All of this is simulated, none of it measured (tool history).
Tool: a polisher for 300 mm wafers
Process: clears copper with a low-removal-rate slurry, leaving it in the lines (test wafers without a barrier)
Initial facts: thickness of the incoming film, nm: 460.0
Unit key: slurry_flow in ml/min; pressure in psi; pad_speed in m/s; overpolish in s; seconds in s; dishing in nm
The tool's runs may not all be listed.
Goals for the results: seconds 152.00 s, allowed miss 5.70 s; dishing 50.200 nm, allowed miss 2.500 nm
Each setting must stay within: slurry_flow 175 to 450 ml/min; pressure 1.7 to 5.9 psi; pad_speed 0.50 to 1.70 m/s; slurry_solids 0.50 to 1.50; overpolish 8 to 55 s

Run 1, hour 0.0: slurry_flow 290 ml/min, pressure 3.8 psi, pad_speed 1.10 m/s, slurry_solids 1.00, overpolish 28 s. Result: seconds 107.06 s, dishing 79.619 nm.
Run 2, hour 1.1: slurry_flow 290 ml/min, pressure 3.4 psi, pad_speed 1.10 m/s, slurry_solids 1.00, overpolish 26 s. Result: seconds 122.45 s, dishing 66.247 nm.
Run 3, hour 7.2: slurry_flow 290 ml/min, pressure 3.4 psi, pad_speed 1.10 m/s, slurry_solids 1.20, overpolish 26 s. Result: seconds 115.58 s, dishing 70.815 nm.
Run 4, hour 13.0: slurry_flow 290 ml/min, pressure 3.1 psi, pad_speed 1.10 m/s, slurry_solids 1.20, overpolish 25 s. Result: seconds 126.65 s, dishing 63.393 nm.
Run 5, hour 16.9: slurry_flow 290 ml/min, pressure 3.1 psi, pad_speed 1.10 m/s, slurry_solids 1.20, overpolish 30 s. Result: seconds 126.85 s, dishing 73.225 nm.
Run 6, hour 19.6: slurry_flow 290 ml/min, pressure 2.9 psi, pad_speed 1.10 m/s, slurry_solids 1.20, overpolish 27 s. Result: seconds 132.61 s, dishing 63.601 nm.
Run 7, hour 25.0: slurry_flow 290 ml/min, pressure 2.7 psi, pad_speed 1.10 m/s, slurry_solids 1.20, overpolish 26 s. Result: seconds 143.16 s, dishing 56.516 nm.
Run 8, hour 32.1: slurry_flow 290 ml/min, pressure 2.6 psi, pad_speed 1.10 m/s, slurry_solids 1.20, overpolish 25 s. Result: seconds 151.33 s, dishing 54.267 nm.

5 next moves are on the table. One of them brings every result within its allowed miss. Which?
Run A, hour 39.2: slurry_flow 235 ml/min, pressure 2.5 psi, pad_speed 1.34 m/s, slurry_solids 1.10, overpolish 24 s. Result: seconds ?, dishing ?.
Run B, hour 39.2: slurry_flow 270 ml/min, pressure 2.6 psi, pad_speed 1.04 m/s, slurry_solids 1.35, overpolish 29 s. Result: seconds ?, dishing ?.
Run C, hour 39.2: slurry_flow 335 ml/min, pressure 2.5 psi, pad_speed 1.12 m/s, slurry_solids 1.20, overpolish 23 s. Result: seconds ?, dishing ?.
Run D, hour 39.2: slurry_flow 290 ml/min, pressure 2.7 psi, pad_speed 1.14 m/s, slurry_solids 1.15, overpolish 21 s. Result: seconds ?, dishing ?.
Run E, hour 39.2: slurry_flow 290 ml/min, pressure 2.9 psi, pad_speed 1.00 m/s, slurry_solids 1.40, overpolish 24 s. Result: seconds ?, dishing ?.

move  seconds  dishing
   A   134.79   56.837
   B   155.61   59.048
   C   151.36   50.132
   D   141.53   49.406
   E   143.21   54.740
A: misses by more than the last run did
B: misses by more than the last run did
C: in spec on every target
D: brings the result that was furthest off to its target, and leaves another outside
E: misses by more than the last run did
The move that meets every target is C.
